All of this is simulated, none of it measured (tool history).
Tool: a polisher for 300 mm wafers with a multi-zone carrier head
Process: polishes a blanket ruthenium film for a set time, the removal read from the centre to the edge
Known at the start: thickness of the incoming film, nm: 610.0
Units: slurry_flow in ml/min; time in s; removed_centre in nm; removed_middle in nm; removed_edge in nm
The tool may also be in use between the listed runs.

run,hour,slurry_flow,centre_zone,middle_zone,edge_zone,time,removed_centre,removed_middle,removed_edge
1,0,160,1,1,1,42,51.45,52.765,49.28
2,8.3,165,1,0.99,1.05,46,57.216,56.672,55.34
3,12.7,165,1,0.99,1.05,36,44.334,44.429,43.59
4,17.3,165,1,1.04,1.05,36,44.165,46.968,42.951
5,23.4,165,1,1.04,1.05,28,34.943,36.596,33.551
6,26.9,165,1,1.1,1.05,28,34.62,37.968,34.772
7,29.4,155,1,1.06,1.09,36,44.23,46.556,43.421
8,30.7,155,1,1.06,1.09,36,44.432,46.73,44.042
# hour 35.2: edge zone pressure recalibrated
9,35.2,155,0.99,1.03,1.12,41,49.767,52.69,52.293

Run 10 comes next. What will it give?
10,42,155,1,1.02,1.14,44,?,?,?

removed_centre: 54.142 nm
removed_middle: 55.882 nm
removed_edge: 57.165 nm

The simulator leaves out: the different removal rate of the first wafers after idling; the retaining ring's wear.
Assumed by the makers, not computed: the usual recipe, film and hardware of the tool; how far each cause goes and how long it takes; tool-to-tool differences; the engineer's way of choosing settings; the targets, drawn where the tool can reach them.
